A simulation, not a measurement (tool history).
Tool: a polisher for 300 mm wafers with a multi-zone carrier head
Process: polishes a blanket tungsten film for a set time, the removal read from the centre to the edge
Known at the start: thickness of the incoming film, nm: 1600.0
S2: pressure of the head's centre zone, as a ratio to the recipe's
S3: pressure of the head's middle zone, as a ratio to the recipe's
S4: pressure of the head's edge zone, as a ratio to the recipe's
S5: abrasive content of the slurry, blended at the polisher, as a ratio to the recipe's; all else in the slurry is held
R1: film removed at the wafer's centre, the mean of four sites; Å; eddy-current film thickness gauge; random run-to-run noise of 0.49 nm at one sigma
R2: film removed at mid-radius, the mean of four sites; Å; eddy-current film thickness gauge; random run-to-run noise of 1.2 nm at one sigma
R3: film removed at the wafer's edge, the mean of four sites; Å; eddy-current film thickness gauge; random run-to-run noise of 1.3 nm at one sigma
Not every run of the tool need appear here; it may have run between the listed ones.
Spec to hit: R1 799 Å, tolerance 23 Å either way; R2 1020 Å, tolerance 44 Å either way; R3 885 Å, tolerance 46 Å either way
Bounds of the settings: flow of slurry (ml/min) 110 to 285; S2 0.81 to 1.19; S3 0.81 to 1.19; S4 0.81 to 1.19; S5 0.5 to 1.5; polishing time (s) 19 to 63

{"run": 1, "day": 0.0, "flow of slurry (ml/min)": 180, "S2": 1, "S3": 1, "S4": 1, "S5": 1, "polishing time (s)": 41, "R1": 1280.8, "R2": 1309.4, "R3": 1353.9}
{"run": 2, "day": 0.204, "flow of slurry (ml/min)": 180, "S2": 0.98, "S3": 1.01, "S4": 0.98, "S5": 0.95, "polishing time (s)": 40, "R1": 1208.7, "R2": 1261.5, "R3": 1286}
{"run": 3, "day": 0.304, "flow of slurry (ml/min)": 180, "S2": 0.98, "S3": 0.92, "S4": 0.98, "S5": 0.95, "polishing time (s)": 40, "R1": 1216.7, "R2": 1141.5, "R3": 1248.3}
{"run": 4, "day": 0.621, "flow of slurry (ml/min)": 180, "S2": 0.96, "S3": 0.95, "S4": 0.95, "S5": 0.9, "polishing time (s)": 39, "R1": 1133.7, "R2": 1153.6, "R3": 1228}
{"run": 5, "day": 0.933, "flow of slurry (ml/min)": 185, "S2": 0.97, "S3": 0.98, "S4": 0.93, "S5": 0.85, "polishing time (s)": 37, "R1": 1087.1, "R2": 1104.6, "R3": 1142.9}
{"run": 6, "day": 1.1, "flow of slurry (ml/min)": 185, "S2": 0.97, "S3": 0.98, "S4": 0.86, "S5": 0.85, "polishing time (s)": 37, "R1": 1089.2, "R2": 1123.6, "R3": 1103.4}
{"run": 7, "day": 1.15, "flow of slurry (ml/min)": 185, "S2": 0.96, "S3": 1, "S4": 0.85, "S5": 0.8, "polishing time (s)": 36, "R1": 1026, "R2": 1099, "R3": 1030.3}
{"run": 8, "day": 1.179, "flow of slurry (ml/min)": 180, "S2": 0.94, "S3": 1, "S4": 0.84, "S5": 0.75, "polishing time (s)": 36, "R1": 995, "R2": 1090.7, "R3": 1036}
{"run": 9, "day": 1.421, "flow of slurry (ml/min)": 180, "S2": 0.93, "S3": 1.01, "S4": 0.84, "S5": 0.7, "polishing time (s)": 35, "R1": 939.58, "R2": 1056.3, "R3": 988.95}
{"run": 10, "day": 1.571, "flow of slurry (ml/min)": 180, "S2": 0.93, "S3": 1.01, "S4": 0.84, "S5": 0.7, "polishing time (s)": 35, "R1": 942.65, "R2": 1036, "R3": 979.67}
{"run": 11, "day": 1.767, "flow of slurry (ml/min)": 145, "S2": 0.85, "S3": 1.1, "S4": 0.81, "S5": 0.5, "polishing time (s)": 34, "R1": 743.47, "R2": 970.43, "R3": 841.44}
{"run": 12, "day": 1.825, "flow of slurry (ml/min)": 150, "S2": 0.85, "S3": 1.1, "S4": 0.81, "S5": 0.5, "polishing time (s)": 34, "R1": 747.35, "R2": 979.53, "R3": 858.5}
{"run": 13, "day": 1.85, "flow of slurry (ml/min)": 155, "S2": 0.85, "S3": 1.1, "S4": 0.81, "S5": 0.5, "polishing time (s)": 34, "R1": 760.99, "R2": 968.15, "R3": 864.4}
{"run": 14, "day": 1.942, "flow of slurry (ml/min)": 160, "S2": 0.85, "S3": 1.11, "S4": 0.81, "S5": 0.5, "polishing time (s)": 34, "R1": 767.25, "R2": 1017.7, "R3": 872.66}

Below are 5 possible settings for the next run. Only one of them brings all results inside the allowed miss of their targets. Which is it?
{"run": "A", "day": 2.033, "flow of slurry (ml/min)": 225, "S2": 0.86, "S3": 1.1, "S4": 0.83, "S5": 0.6, "polishing time (s)": 32, "R1": "?", "R2": "?", "R3": "?"}
{"run": "B", "day": 2.033, "flow of slurry (ml/min)": 160, "S2": 0.82, "S3": 1.19, "S4": 0.83, "S5": 0.5, "polishing time (s)": 34, "R1": "?", "R2": "?", "R3": "?"}
{"run": "C", "day": 2.033, "flow of slurry (ml/min)": 120, "S2": 0.81, "S3": 1.17, "S4": 0.83, "S5": 0.5, "polishing time (s)": 37, "R1": "?", "R2": "?", "R3": "?"}
{"run": "D", "day": 2.033, "flow of slurry (ml/min)": 160, "S2": 0.84, "S3": 1.14, "S4": 0.86, "S5": 0.55, "polishing time (s)": 33, "R1": "?", "R2": "?", "R3": "?"}
{"run": "E", "day": 2.033, "flow of slurry (ml/min)": 160, "S2": 0.87, "S3": 1.19, "S4": 0.81, "S5": 0.5, "polishing time (s)": 35, "R1": "?", "R2": "?", "R3": "?"}

move=A R1=805.25 R2=1005.6 R3=872.92
move=B R1=741.86 R2=1046.2 R3=859.35
move=C R1=743.65 R2=1054.9 R3=895.25
move=D R1=751.25 R2=996.55 R3=862.11
move=E R1=810.68 R2=1076.7 R3=876.37
A: all results land within tolerance of their targets
B: misses by more than the last run did
C: misses by more than the last run did
D: misses by more than the last run did
E: the worst result of the last run now meets its target, but another is out of spec
So the answer is move A, the one that meets all the targets.
